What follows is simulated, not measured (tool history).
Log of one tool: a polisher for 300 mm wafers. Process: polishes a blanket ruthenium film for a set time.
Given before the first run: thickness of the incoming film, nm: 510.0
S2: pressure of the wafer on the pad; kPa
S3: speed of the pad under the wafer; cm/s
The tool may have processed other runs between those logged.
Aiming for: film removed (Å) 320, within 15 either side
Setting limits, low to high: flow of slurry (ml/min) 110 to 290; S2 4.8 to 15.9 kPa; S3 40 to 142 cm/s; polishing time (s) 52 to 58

Run 1, hour 0: flow of slurry (ml/min) 185, S2 10.3 kPa, S3 90 cm/s, polishing time (s) 58. Result: film removed (Å) 436.31.
Run 2, hour 8.3: flow of slurry (ml/min) 185, S2 12.4 kPa, S3 90 cm/s, polishing time (s) 58. Result: film removed (Å) 519.83.
Run 3, hour 15.4: flow of slurry (ml/min) 185, S2 13.8 kPa, S3 90 cm/s, polishing time (s) 58. Result: film removed (Å) 571.25.
Run 4, hour 23.4: flow of slurry (ml/min) 185, S2 13.1 kPa, S3 90 cm/s, polishing time (s) 58. Result: film removed (Å) 549.46.
At hour 24.2: slurry nozzle cleaned.
Run 5, hour 24.2: flow of slurry (ml/min) 185, S2 11.7 kPa, S3 90 cm/s, polishing time (s) 58. Result: film removed (Å) 537.95.
Run 6, hour 32.3: flow of slurry (ml/min) 185, S2 10.3 kPa, S3 90 cm/s, polishing time (s) 58. Result: film removed (Å) 487.04.
Run 7, hour 39.9: flow of slurry (ml/min) 185, S2 9.7 kPa, S3 88 cm/s, polishing time (s) 58. Result: film removed (Å) 441.86.
Run 8, hour 48.5: flow of slurry (ml/min) 185, S2 9 kPa, S3 88 cm/s, polishing time (s) 58. Result: film removed (Å) 410.32.
Run 9, hour 54.4: flow of slurry (ml/min) 185, S2 8.3 kPa, S3 88 cm/s, polishing time (s) 58. Result: film removed (Å) 380.69.

Which of these 4 next moves meets every target?
Run A, hour 60.3: flow of slurry (ml/min) 200, S2 8.3 kPa, S3 80 cm/s, polishing time (s) 53. Result: film removed (Å) ?.
Run B, hour 60.3: flow of slurry (ml/min) 145, S2 8.3 kPa, S3 86 cm/s, polishing time (s) 58. Result: film removed (Å) ?.
Run C, hour 60.3: flow of slurry (ml/min) 130, S2 9 kPa, S3 86 cm/s, polishing time (s) 56. Result: film removed (Å) ?.
Run D, hour 60.3: flow of slurry (ml/min) 205, S2 8.3 kPa, S3 84 cm/s, polishing time (s) 55. Result: film removed (Å) ?.

move  film removed (Å)
   A            312.99
   B             347.6
   C            353.33
   D            341.68
A: every result lands within tolerance
B: closes in on the targets versus the last run, not all within tolerance yet
C: closes in on the targets versus the last run, not all within tolerance yet
D: closes in on the targets versus the last run, not all within tolerance yet
Correct choice: A, which meets every target

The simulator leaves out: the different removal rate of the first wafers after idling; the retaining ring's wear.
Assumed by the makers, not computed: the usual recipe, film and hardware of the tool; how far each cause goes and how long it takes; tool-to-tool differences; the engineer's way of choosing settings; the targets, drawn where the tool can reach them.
